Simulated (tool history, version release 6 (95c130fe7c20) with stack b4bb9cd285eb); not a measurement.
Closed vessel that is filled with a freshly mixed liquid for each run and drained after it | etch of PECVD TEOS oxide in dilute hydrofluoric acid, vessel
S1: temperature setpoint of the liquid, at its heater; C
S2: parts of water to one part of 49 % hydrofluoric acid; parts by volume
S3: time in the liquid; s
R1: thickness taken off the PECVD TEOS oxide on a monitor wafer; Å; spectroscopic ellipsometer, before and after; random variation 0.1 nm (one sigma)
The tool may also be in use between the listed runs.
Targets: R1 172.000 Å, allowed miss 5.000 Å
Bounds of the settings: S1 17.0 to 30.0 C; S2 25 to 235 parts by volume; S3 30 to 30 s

run	hour	S1	S2	S3	R1
1	0.0	22.0	130	30	47.541
2	1.0	22.0	95	30	67.517
3	6.5	22.0	95	30	66.813
4	10.2	23.5	80	30	86.415
5	17.4	24.5	75	30	97.153
6	19.7	26.5	75	30	105.470
7	20.2	27.0	70	30	114.990
8	28.1	27.5	65	30	127.760
9	32.1	30.0	45	30	209.270
10	39.8	29.5	45	30	204.660
11	42.7	29.0	45	30	202.630
12	50.5	28.5	45	30	195.950
13	54.6	28.0	45	30	192.860
14	59.4	27.5	45	30	189.890
15	62.0	27.0	45	30	185.040
16	65.7	26.5	45	30	183.190
17	72.5	26.0	45	30	179.940

5 next moves are on the table. One of them brings every result within its allowed miss. Which?
A	79.3	30.0	50	30	?
B	79.3	25.0	45	30	?
C	79.3	24.0	40	30	?
D	79.3	25.0	40	30	?
E	79.3	27.0	45	30	?

move	R1
A	188.680
B	172.790
C	187.800
D	195.730
E	187.440
A: further off than the last run
B: meets every target
C: further off than the last run
D: further off than the last run
E: further off than the last run
Move B is the one to make.

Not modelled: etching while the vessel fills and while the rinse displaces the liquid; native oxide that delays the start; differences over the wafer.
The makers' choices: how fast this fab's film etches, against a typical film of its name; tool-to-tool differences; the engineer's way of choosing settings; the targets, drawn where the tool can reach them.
